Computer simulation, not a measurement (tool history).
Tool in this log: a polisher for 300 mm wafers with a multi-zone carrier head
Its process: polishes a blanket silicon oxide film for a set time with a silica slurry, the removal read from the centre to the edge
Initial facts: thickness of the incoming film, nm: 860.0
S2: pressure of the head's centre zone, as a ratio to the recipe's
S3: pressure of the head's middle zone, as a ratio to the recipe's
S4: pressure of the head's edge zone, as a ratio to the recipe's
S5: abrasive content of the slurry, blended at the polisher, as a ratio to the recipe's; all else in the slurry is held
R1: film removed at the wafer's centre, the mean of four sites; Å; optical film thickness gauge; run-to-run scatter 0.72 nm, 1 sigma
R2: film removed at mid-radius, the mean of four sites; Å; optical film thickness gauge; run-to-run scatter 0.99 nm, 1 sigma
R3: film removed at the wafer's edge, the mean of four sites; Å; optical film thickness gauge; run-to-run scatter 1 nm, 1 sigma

{"run": 1, "hour": 0.0, "flow of slurry (ml/min)": 195, "S2": 1, "S3": 1, "S4": 1, "S5": 1, "polishing time (s)": 31, "R1": 866.35, "R2": 890.16, "R3": 872.83}
{"run": 2, "hour": 6.4, "flow of slurry (ml/min)": 195, "S2": 1, "S3": 1, "S4": 1.05, "S5": 1, "polishing time (s)": 31, "R1": 864.71, "R2": 883.64, "R3": 898.68}
{"run": 3, "hour": 13.6, "flow of slurry (ml/min)": 195, "S2": 1, "S3": 1, "S4": 1.05, "S5": 0.9, "polishing time (s)": 31, "R1": 832.01, "R2": 852.46, "R3": 859.1}
{"run": 4, "hour": 16.2, "flow of slurry (ml/min)": 195, "S2": 1, "S3": 1, "S4": 1.11, "S5": 0.9, "polishing time (s)": 31, "R1": 820.91, "R2": 854.74, "R3": 893.56}
{"run": 5, "hour": 20.6, "flow of slurry (ml/min)": 215, "S2": 1.02, "S3": 1.05, "S4": 1.11, "S5": 0.9, "polishing time (s)": 31, "R1": 861.8, "R2": 914.62, "R3": 881.63}
{"run": 6, "hour": 26.1, "flow of slurry (ml/min)": 180, "S2": 1.02, "S3": 1.05, "S4": 1.11, "S5": 0.9, "polishing time (s)": 31, "R1": 831.95, "R2": 879.59, "R3": 886.18}
{"run": 7, "hour": 35.0, "flow of slurry (ml/min)": 200, "S2": 1.02, "S3": 1.08, "S4": 1.13, "S5": 0.95, "polishing time (s)": 31, "R1": 855.63, "R2": 915.98, "R3": 920.17}
{"run": 8, "hour": 35.7, "flow of slurry (ml/min)": 220, "S2": 1.02, "S3": 1.11, "S4": 1.12, "S5": 0.95, "polishing time (s)": 31, "R1": 872.46, "R2": 971.25, "R3": 932.6}
{"run": 9, "hour": 44.7, "flow of slurry (ml/min)": 220, "S2": 1.02, "S3": 1.11, "S4": 1.12, "S5": 0.95, "polishing time (s)": 31, "R1": 880.53, "R2": 974.78, "R3": 906.57}
{"run": 10, "hour": 47.4, "flow of slurry (ml/min)": 220, "S2": 1.02, "S3": 1.11, "S4": 1.12, "S5": 0.95, "polishing time (s)": 31, "R1": 884.54, "R2": 965.3, "R3": 913.01}

Run 11 is up next; what results do you expect?
{"run": 11, "hour": 53.5, "flow of slurry (ml/min)": 235, "S2": 1.02, "S3": 1.13, "S4": 1.13, "S5": 0.95, "polishing time (s)": 31, "R1": "?", "R2": "?", "R3": "?"}

{"run 11": {"R1": 882.33, "R2": 990.87, "R3": 924.66}}
